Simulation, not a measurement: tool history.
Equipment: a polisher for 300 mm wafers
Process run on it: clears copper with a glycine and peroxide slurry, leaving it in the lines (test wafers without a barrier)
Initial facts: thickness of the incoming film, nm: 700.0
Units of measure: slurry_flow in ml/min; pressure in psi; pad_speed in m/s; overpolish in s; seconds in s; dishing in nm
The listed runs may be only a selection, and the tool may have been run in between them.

run	hour	slurry_flow	pressure	pad_speed	overpolish	seconds	dishing
1	0	305	2.3	1.18	25	134.05	91.649
2	8	305	2	1.18	25	142.63	86.635
3	9.1	305	1.8	1.1	22	165.62	70.143
4	15.1	305	1.6	1.1	20	168.6	62.67
5	21.2	305	1.4	1.08	19	184.42	55.688
6	25.6	305	1.4	1.28	19	158.38	63.232
7	31.6	305	1.3	1.22	18	175.49	55.183

For run 8, what comes out?
8	39.2	305	1.3	1.22	18	?	?

seconds: 172.66 s
dishing: 55.681 nm
